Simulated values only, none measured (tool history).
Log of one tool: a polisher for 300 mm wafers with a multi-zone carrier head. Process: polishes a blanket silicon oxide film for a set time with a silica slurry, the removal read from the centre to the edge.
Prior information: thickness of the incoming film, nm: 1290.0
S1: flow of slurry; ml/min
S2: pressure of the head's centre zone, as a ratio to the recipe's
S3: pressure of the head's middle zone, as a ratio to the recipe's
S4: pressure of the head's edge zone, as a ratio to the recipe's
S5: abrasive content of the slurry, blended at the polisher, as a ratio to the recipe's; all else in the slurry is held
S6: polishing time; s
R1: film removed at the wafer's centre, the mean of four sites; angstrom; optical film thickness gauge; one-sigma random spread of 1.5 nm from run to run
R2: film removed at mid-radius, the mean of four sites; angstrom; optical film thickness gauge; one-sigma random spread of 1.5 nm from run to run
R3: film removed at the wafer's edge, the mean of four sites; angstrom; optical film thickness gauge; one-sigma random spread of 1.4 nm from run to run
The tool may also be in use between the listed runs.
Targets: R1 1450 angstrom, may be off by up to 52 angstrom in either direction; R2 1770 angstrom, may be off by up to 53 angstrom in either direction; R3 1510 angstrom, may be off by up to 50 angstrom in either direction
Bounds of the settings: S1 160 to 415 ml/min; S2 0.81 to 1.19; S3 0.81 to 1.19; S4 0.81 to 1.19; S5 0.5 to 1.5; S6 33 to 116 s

| run | hour | S1 | S2 | S3 | S4 | S5 | S6 | R1 | R2 | R3 |
|---|---|---|---|---|---|---|---|---|---|---|
| 1 | 0 | 265 | 1 | 1 | 1 | 1 | 74 | 1924.5 | 1873.4 | 1870.1 |
| 2 | 3.9 | 265 | 1 | 1 | 1 | 1 | 90 | 2332.5 | 2282.4 | 2310.1 |
| 3 | 9.7 | 300 | 1 | 1 | 1 | 1 | 90 | 2365.1 | 2312.7 | 2320.4 |
| 4 | 13.7 | 305 | 0.96 | 1.02 | 0.97 | 0.85 | 87 | 2153.5 | 2167.2 | 2096.9 |
| 5 | 18.5 | 305 | 0.96 | 1.02 | 0.91 | 0.85 | 87 | 2117.4 | 2175.8 | 2025.8 |
| 6 | 20.3 | 305 | 0.96 | 1.02 | 0.91 | 0.65 | 87 | 1970 | 2054.8 | 1902.7 |
| 7 | 29.1 | 295 | 0.93 | 1.03 | 0.89 | 0.6 | 84 | 1772.5 | 1906.3 | 1778.8 |
| 8 | 37.6 | 290 | 0.92 | 1.05 | 0.87 | 0.55 | 82 | 1694.8 | 1854.7 | 1672.7 |
| 9 | 42.4 | 280 | 0.9 | 1.06 | 0.85 | 0.55 | 81 | 1649.3 | 1826.9 | 1593.2 |
| 10 | 49.7 | 270 | 0.87 | 1.07 | 0.86 | 0.55 | 81 | 1610.6 | 1869.3 | 1635.7 |

Pick the move, out of 5, that brings all results within their allowed miss; only one does.
| A | 57 | 250 | 0.87 | 1.07 | 0.9 | 0.6 | 85 | ? | ? | ? |
| B | 57 | 270 | 0.92 | 0.9 | 0.88 | 0.7 | 85 | ? | ? | ? |
| C | 57 | 270 | 0.84 | 1.1 | 0.83 | 0.6 | 74 | ? | ? | ? |
| D | 57 | 250 | 0.9 | 0.86 | 0.96 | 0.55 | 90 | ? | ? | ? |
| E | 57 | 380 | 0.97 | 1.08 | 0.83 | 0.6 | 79 | ? | ? | ? |

| move | R1 | R2 | R3 |
|---|---|---|---|
| A | 1683.8 | 1947.6 | 1783 |
| B | 1851.2 | 1768.4 | 1855 |
| C | 1436.3 | 1749 | 1504.3 |
| D | 1788.7 | 1677.4 | 1906.4 |
| E | 1779.3 | 1888.7 | 1640.7 |
A: lands further from the targets than the last run did
B: lands further from the targets than the last run did
C: every result lands within tolerance
D: lands further from the targets than the last run did
E: lands further from the targets than the last run did
Go with C: it meets all targets.
